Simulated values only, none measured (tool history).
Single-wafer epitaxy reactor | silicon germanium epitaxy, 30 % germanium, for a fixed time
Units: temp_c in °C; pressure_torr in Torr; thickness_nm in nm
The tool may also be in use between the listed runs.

run  hour  temp_c  pressure_torr  thickness_nm
  1     0     600           22.2        58.699
  2   0.8     600           18.6        54.398
  3   3.2     600           22.5        58.746
  4   9.7     592           22.5        49.482
  5    11     592             24        51.089
  6  13.9     590             24        49.322
  7  17.2     588             24        47.212
  8  18.3     587             24        45.881

Expected results for the next run?
  9  22.1     586             24             ?

{"run 9": {"thickness_nm": 44.888}}
